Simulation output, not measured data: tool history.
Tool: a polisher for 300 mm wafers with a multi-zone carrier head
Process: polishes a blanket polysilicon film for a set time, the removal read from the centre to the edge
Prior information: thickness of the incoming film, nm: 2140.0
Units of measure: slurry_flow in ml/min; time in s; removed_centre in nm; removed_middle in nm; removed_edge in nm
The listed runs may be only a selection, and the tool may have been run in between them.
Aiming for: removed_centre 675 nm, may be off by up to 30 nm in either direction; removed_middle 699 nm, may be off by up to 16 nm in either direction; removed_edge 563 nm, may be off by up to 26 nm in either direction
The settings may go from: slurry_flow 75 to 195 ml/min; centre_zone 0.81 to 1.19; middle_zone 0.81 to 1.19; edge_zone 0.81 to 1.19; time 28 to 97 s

{"run": 1, "hour": 0.0, "slurry_flow": 125, "centre_zone": 1, "middle_zone": 1, "edge_zone": 1, "time": 62, "removed_centre": 506.87, "removed_middle": 549.72, "removed_edge": 535.73}
{"run": 2, "hour": 1.4, "slurry_flow": 125, "centre_zone": 1, "middle_zone": 1, "edge_zone": 1, "time": 73, "removed_centre": 599.25, "removed_middle": 641.85, "removed_edge": 630.38}
{"run": 3, "hour": 5.5, "slurry_flow": 135, "centre_zone": 1.02, "middle_zone": 1.02, "edge_zone": 0.97, "time": 72, "removed_centre": 620.24, "removed_middle": 656.66, "removed_edge": 602.18}
{"run": 4, "hour": 10.5, "slurry_flow": 135, "centre_zone": 1.02, "middle_zone": 1.02, "edge_zone": 0.97, "time": 79, "removed_centre": 680.83, "removed_middle": 720.41, "removed_edge": 663.88}
{"run": 5, "hour": 18.9, "slurry_flow": 135, "centre_zone": 1.03, "middle_zone": 1.03, "edge_zone": 0.94, "time": 79, "removed_centre": 699.41, "removed_middle": 731.63, "removed_edge": 660.51}
{"run": 6, "hour": 25.2, "slurry_flow": 135, "centre_zone": 1.04, "middle_zone": 1.04, "edge_zone": 0.92, "time": 78, "removed_centre": 693.47, "removed_middle": 713.76, "removed_edge": 651.46}
{"run": 7, "hour": 26.0, "slurry_flow": 145, "centre_zone": 1.04, "middle_zone": 1.05, "edge_zone": 0.9, "time": 76, "removed_centre": 673.09, "removed_middle": 724.14, "removed_edge": 632.99}
{"run": 8, "hour": 35.0, "slurry_flow": 145, "centre_zone": 1.06, "middle_zone": 1.06, "edge_zone": 0.88, "time": 75, "removed_centre": 695, "removed_middle": 711.02, "removed_edge": 620.34}
{"run": 9, "hour": 42.3, "slurry_flow": 145, "centre_zone": 1.07, "middle_zone": 1.07, "edge_zone": 0.87, "time": 74, "removed_centre": 691.7, "removed_middle": 711.55, "removed_edge": 608.37}
{"run": 10, "hour": 50.3, "slurry_flow": 145, "centre_zone": 1.07, "middle_zone": 1.08, "edge_zone": 0.86, "time": 73, "removed_centre": 679.05, "removed_middle": 701.81, "removed_edge": 605.71}

Exercise: of the 4 proposed moves below, exactly one satisfies all targets within the stated allowed misses. Which move is it?
{"run": "A", "hour": 58.3, "slurry_flow": 160, "centre_zone": 1.06, "middle_zone": 1.04, "edge_zone": 0.99, "time": 73, "removed_centre": "?", "removed_middle": "?", "removed_edge": "?"}
{"run": "B", "hour": 58.3, "slurry_flow": 155, "centre_zone": 1.01, "middle_zone": 1.08, "edge_zone": 0.85, "time": 69, "removed_centre": "?", "removed_middle": "?", "removed_edge": "?"}
{"run": "C", "hour": 58.3, "slurry_flow": 170, "centre_zone": 1.11, "middle_zone": 1.1, "edge_zone": 0.82, "time": 69, "removed_centre": "?", "removed_middle": "?", "removed_edge": "?"}
{"run": "D", "hour": 58.3, "slurry_flow": 180, "centre_zone": 1.08, "middle_zone": 1.14, "edge_zone": 0.82, "time": 69, "removed_centre": "?", "removed_middle": "?", "removed_edge": "?"}

move=A removed_centre=685.18 removed_middle=705.31 removed_edge=652.41
move=B removed_centre=612.81 removed_middle=684.55 removed_edge=571.74
move=C removed_centre=687.2 removed_middle=707.15 removed_edge=569.71
move=D removed_centre=676.08 removed_middle=736.5 removed_edge=573.54
A: misses by more than the last run did
B: puts the biggest miss on target and leaves a different result outside tolerance
C: every result lands within tolerance
D: puts the biggest miss on target and leaves a different result outside tolerance
Go with C: it meets all targets.
